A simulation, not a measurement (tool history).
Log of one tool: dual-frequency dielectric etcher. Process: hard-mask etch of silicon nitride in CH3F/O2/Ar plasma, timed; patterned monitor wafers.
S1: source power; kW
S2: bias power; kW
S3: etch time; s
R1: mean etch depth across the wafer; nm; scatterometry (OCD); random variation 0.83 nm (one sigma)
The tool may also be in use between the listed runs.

run  hour    S1     S2     S3      R1
  1     0  0.31  0.084  211.5  135.09
  2   8.5  0.27  0.084  211.5  127.28
  3  10.1  0.31  0.084  211.5  134.93
  4  15.8  0.31  0.093  211.5   141.1
  5  24.3  0.36  0.093  211.5  149.79
  6  25.9  0.33  0.093  211.5  145.51
  7  29.1   0.3  0.091  211.5  136.94
  8  36.5  0.28   0.09  211.5  135.09

Forecast run 9:
  9  42.4  0.26  0.088  211.5   ?

R1: 129.17 nm
